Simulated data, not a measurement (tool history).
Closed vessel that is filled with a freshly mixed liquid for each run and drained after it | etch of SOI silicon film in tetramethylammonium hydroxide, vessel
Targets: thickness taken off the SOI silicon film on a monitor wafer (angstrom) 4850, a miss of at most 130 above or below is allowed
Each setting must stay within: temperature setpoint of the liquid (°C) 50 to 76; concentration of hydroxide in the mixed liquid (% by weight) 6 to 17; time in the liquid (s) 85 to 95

run  hour  temperature setpoint of the liquid (°C)  concentration of hydroxide in the mixed liquid (% by weight)  time in the liquid (s)  thickness taken off the SOI silicon film on a monitor wafer (angstrom)
  1     0                                       63                                                          11.5                      85                                                                  3770.2
  2   6.5                                       63                                                          11.5                      85                                                                  3721.8
  3     8                                     63.5                                                          11.5                      85                                                                    3889
  4  15.3                                     68.5                                                          11.5                      85                                                                  5264.8
  5  17.2                                     62.5                                                          11.5                      85                                                                  3635.4
  6  18.4                                     62.5                                                          11.5                      85                                                                  3643.9
  7  21.3                                       63                                                          11.5                      85                                                                  3774.3
  8  25.6                                     63.5                                                          11.5                      85                                                                  3876.9
  9  26.4                                       64                                                          11.5                      85                                                                  4051.8
 10  30.5                                     64.5                                                          11.5                      85                                                                  4078.9
 11  34.8                                       68                                                          11.5                      85                                                                  5087.7
 12  37.5                                       68                                                          11.5                      85                                                                  5074.7

Exactly one of the 4 candidate moves below puts every result within its allowed miss. Which one?
  A  40.2                                       67                                                          10.5                      90                                                                       ?
  B  40.2                                       64                                                             8                      90                                                                       ?
  C  40.2                                       68                                                            12                      90                                                                       ?
  D  40.2                                       66                                                          10.5                      95                                                                       ?

move  thickness taken off the SOI silicon film on a monitor wafer (angstrom)
   A                                                                  5244.2
   B                                                                    4822
   C                                                                  5297.2
   D                                                                  5213.6
A: misses by more than the last run did
B: all results land within tolerance of their targets
C: misses by more than the last run did
D: misses by more than the last run did
The move that meets every target is B.

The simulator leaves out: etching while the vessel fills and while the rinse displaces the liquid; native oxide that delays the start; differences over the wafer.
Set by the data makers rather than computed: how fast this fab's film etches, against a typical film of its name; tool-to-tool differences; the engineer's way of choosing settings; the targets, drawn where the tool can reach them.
